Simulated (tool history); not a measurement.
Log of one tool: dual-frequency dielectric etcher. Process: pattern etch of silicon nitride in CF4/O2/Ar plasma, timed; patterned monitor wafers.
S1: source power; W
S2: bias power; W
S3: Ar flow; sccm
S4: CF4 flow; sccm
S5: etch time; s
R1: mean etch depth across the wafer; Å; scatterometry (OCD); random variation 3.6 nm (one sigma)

run	hour	S1	S2	S3	S4	S5	R1
1	0	470	37	103	101	455	7347.7
2	8.7	470	37	103	101	455	7305.7
3	15.3	470	39	103	101	455	7427.4
4	21.8	480	39	103	101	455	7549.3
5	28.5	490	39	103	101	455	7672.2
6	32.4	490	39	103	87	455	7447
7	40.2	500	39	103	87	455	7539.3

Run 8 comes next. What will it give?
8	43.5	510	39	103	87	455	?

R1: 7650.7 Å
